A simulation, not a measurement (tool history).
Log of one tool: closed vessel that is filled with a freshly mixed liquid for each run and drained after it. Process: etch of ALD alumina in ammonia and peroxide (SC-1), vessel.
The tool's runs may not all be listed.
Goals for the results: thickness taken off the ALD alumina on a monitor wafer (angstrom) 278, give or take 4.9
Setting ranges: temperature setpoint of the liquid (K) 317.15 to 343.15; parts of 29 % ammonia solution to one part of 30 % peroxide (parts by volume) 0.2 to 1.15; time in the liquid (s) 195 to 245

run	hour	temperature setpoint of the liquid (K)	parts of 29 % ammonia solution to one part of 30 % peroxide (parts by volume)	time in the liquid (s)	thickness taken off the ALD alumina on a monitor wafer (angstrom)
1	0	333.15	0.65	245	240.04
2	7.9	333.65	0.65	245	248.43
3	15.2	333.65	0.75	245	250.35
4	22.3	333.65	0.75	245	249.54
# hour 29.3: new drum of ammonia solution connected
5	29.3	333.65	0.65	245	249.3
6	34.3	334.15	0.65	245	255.65
7	35.8	334.65	0.65	245	261.27
8	41.4	335.15	0.65	245	270.52

Which single option among these 4 for the next run brings every result within its allowed miss of target? Just one does.
A	47	336.15	0.8	245	?
B	47	338.15	0.95	200	?
C	47	336.65	0.65	235	?
D	47	337.15	0.65	220	?

move	thickness taken off the ALD alumina on a monitor wafer (angstrom)
A	291.53
B	267.29
C	281.18
D	269.9
A: moves the result that the last run missed by most past its target, out the other side
B: the biggest miss grows against the last run
C: all results land within tolerance of their targets
D: the biggest miss grows against the last run
The move that meets every target is C.

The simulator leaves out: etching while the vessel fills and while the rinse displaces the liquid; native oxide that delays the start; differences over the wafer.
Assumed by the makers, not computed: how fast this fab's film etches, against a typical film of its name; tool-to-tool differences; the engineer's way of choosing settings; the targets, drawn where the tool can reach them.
